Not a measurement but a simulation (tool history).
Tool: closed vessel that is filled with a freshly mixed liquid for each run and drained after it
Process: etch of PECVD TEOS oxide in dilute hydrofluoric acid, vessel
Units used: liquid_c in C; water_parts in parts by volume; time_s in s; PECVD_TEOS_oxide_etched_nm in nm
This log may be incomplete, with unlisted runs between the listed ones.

Run 1, hour 0: liquid_c 23 C, water_parts 75 parts by volume, time_s 50 s. Result: PECVD_TEOS_oxide_etched_nm 5.4083 nm.
Run 2, hour 8.5: liquid_c 23 C, water_parts 60 parts by volume, time_s 50 s. Result: PECVD_TEOS_oxide_etched_nm 6.8422 nm.
Run 3, hour 12.7: liquid_c 24 C, water_parts 60 parts by volume, time_s 50 s. Result: PECVD_TEOS_oxide_etched_nm 7.2373 nm.
Run 4, hour 15.9: liquid_c 25 C, water_parts 60 parts by volume, time_s 50 s. Result: PECVD_TEOS_oxide_etched_nm 7.5116 nm.
Run 5, hour 18.9: liquid_c 25 C, water_parts 60 parts by volume, time_s 40 s. Result: PECVD_TEOS_oxide_etched_nm 6.0117 nm.
Run 6, hour 20.1: liquid_c 25 C, water_parts 60 parts by volume, time_s 40 s. Result: PECVD_TEOS_oxide_etched_nm 6.0065 nm.
Run 7, hour 20.8: liquid_c 25.5 C, water_parts 55 parts by volume, time_s 40 s. Result: PECVD_TEOS_oxide_etched_nm 6.6704 nm.
Run 8, hour 28.6: liquid_c 26 C, water_parts 50 parts by volume, time_s 40 s. Result: PECVD_TEOS_oxide_etched_nm 7.5445 nm.
Run 9, hour 32.6: liquid_c 26.5 C, water_parts 45 parts by volume, time_s 40 s. Result: PECVD_TEOS_oxide_etched_nm 8.6536 nm.

Expected results for the next run?
Run 10, hour 33.6: liquid_c 27 C, water_parts 45 parts by volume, time_s 40 s. Result: PECVD_TEOS_oxide_etched_nm ?.

PECVD_TEOS_oxide_etched_nm: 8.8055 nm
